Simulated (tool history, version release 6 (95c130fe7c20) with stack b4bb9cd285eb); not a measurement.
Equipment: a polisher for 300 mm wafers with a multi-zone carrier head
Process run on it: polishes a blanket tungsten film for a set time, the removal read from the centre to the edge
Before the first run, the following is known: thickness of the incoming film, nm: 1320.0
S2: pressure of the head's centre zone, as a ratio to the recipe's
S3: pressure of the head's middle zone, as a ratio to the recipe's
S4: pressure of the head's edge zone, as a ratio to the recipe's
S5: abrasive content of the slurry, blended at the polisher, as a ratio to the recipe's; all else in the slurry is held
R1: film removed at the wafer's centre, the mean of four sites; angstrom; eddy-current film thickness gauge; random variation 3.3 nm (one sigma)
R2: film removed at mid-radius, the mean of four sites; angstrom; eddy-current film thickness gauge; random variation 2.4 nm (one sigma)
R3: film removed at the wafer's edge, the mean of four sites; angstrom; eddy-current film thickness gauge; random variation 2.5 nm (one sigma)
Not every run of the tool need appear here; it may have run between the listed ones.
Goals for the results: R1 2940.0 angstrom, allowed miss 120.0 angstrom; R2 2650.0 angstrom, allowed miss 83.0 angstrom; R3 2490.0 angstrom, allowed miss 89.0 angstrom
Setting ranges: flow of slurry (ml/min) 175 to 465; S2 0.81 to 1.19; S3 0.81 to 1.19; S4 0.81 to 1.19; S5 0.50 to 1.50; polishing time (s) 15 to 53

run 1 hour=0.0 | flow_of_slurry_(ml/min)=295 S2=1.00 S3=1.00 S4=1.00 S5=1.00 polishing_time_(s)=34 | R1=2122.5 R2=2139.3 R3=2119.5
run 2 hour=4.1 | flow_of_slurry_(ml/min)=295 S2=1.00 S3=1.00 S4=1.08 S5=1.00 polishing_time_(s)=34 | R1=2151.7 R2=2121.4 R3=2157.2
run 3 hour=6.1 | flow_of_slurry_(ml/min)=300 S2=1.03 S3=1.02 S4=1.08 S5=1.10 polishing_time_(s)=34 | R1=2261.9 R2=2249.0 R3=2211.5
run 4 hour=14.4 | flow_of_slurry_(ml/min)=300 S2=1.03 S3=1.08 S4=1.08 S5=1.10 polishing_time_(s)=34 | R1=2217.6 R2=2358.4 R3=2243.7
run 5 hour=21.8 | flow_of_slurry_(ml/min)=310 S2=1.06 S3=1.08 S4=1.09 S5=1.15 polishing_time_(s)=34 | R1=2365.1 R2=2402.0 R3=2282.4
run 6 hour=28.7 | flow_of_slurry_(ml/min)=350 S2=1.06 S3=1.08 S4=1.09 S5=1.15 polishing_time_(s)=34 | R1=2457.5 R2=2380.3 R3=2300.9
run 7 hour=34.4 | flow_of_slurry_(ml/min)=360 S2=1.08 S3=1.09 S4=1.10 S5=1.20 polishing_time_(s)=34 | R1=2498.4 R2=2441.9 R3=2298.0
run 8 hour=37.5 | flow_of_slurry_(ml/min)=365 S2=1.10 S3=1.09 S4=1.11 S5=1.25 polishing_time_(s)=34 | R1=2535.2 R2=2470.8 R3=2352.8
run 9 hour=46.5 | flow_of_slurry_(ml/min)=380 S2=1.12 S3=1.09 S4=1.11 S5=1.30 polishing_time_(s)=34 | R1=2629.3 R2=2514.2 R3=2348.1
run 10 hour=48.9 | flow_of_slurry_(ml/min)=390 S2=1.13 S3=1.09 S4=1.12 S5=1.30 polishing_time_(s)=34 | R1=2631.1 R2=2476.6 R3=2370.4
run 11 hour=56.7 | flow_of_slurry_(ml/min)=400 S2=1.14 S3=1.09 S4=1.12 S5=1.35 polishing_time_(s)=34 | R1=2639.5 R2=2537.9 R3=2432.6
run 12 hour=57.4 | flow_of_slurry_(ml/min)=405 S2=1.15 S3=1.09 S4=1.11 S5=1.35 polishing_time_(s)=34 | R1=2738.4 R2=2517.6 R3=2423.0
run 13 hour=60.5 | flow_of_slurry_(ml/min)=410 S2=1.16 S3=1.10 S4=1.11 S5=1.35 polishing_time_(s)=34 | R1=2755.8 R2=2573.8 R3=2381.5
run 14 hour=67.7 | flow_of_slurry_(ml/min)=415 S2=1.17 S3=1.10 S4=1.11 S5=1.35 polishing_time_(s)=34 | R1=2742.9 R2=2599.1 R3=2379.7
run 15 hour=71.3 | flow_of_slurry_(ml/min)=420 S2=1.17 S3=1.09 S4=1.10 S5=1.40 polishing_time_(s)=34 | R1=2774.5 R2=2520.4 R3=2422.2
run 16 hour=75.2 | flow_of_slurry_(ml/min)=425 S2=1.17 S3=1.09 S4=1.09 S5=1.40 polishing_time_(s)=34 | R1=2804.1 R2=2548.1 R3=2419.3
run 17 hour=82.3 | flow_of_slurry_(ml/min)=425 S2=1.17 S3=1.09 S4=1.09 S5=1.40 polishing_time_(s)=34 | R1=2871.1 R2=2547.1 R3=2387.8

Exactly one of the 5 candidate moves below puts every result within its allowed miss. Which one?
run A hour=89.4 | flow_of_slurry_(ml/min)=325 S2=1.16 S3=1.15 S4=1.17 S5=1.30 polishing_time_(s)=38 | R1=? R2=? R3=?
run B hour=89.4 | flow_of_slurry_(ml/min)=435 S2=1.19 S3=1.06 S4=1.12 S5=1.50 polishing_time_(s)=33 | R1=? R2=? R3=?
run C hour=89.4 | flow_of_slurry_(ml/min)=370 S2=1.02 S3=0.94 S4=1.19 S5=1.45 polishing_time_(s)=37 | R1=? R2=? R3=?
run D hour=89.4 | flow_of_slurry_(ml/min)=310 S2=1.02 S3=0.93 S4=1.13 S5=1.45 polishing_time_(s)=39 | R1=? R2=? R3=?
run E hour=89.4 | flow_of_slurry_(ml/min)=420 S2=1.18 S3=1.08 S4=1.03 S5=1.30 polishing_time_(s)=36 | R1=? R2=? R3=?

move=A R1=2934.6 R2=2886.8 R3=2660.8
move=B R1=2768.0 R2=2476.1 R3=2392.6
move=C R1=2600.7 R2=2470.4 R3=2703.7
move=D R1=2700.3 R2=2546.9 R3=2765.7
move=E R1=2886.7 R2=2645.4 R3=2441.6
A: pushes the last run's worst result past its target
B: misses by more than the last run did
C: misses by more than the last run did
D: misses by more than the last run did
E: hits every target within its allowed miss
Go with E: it meets all targets.
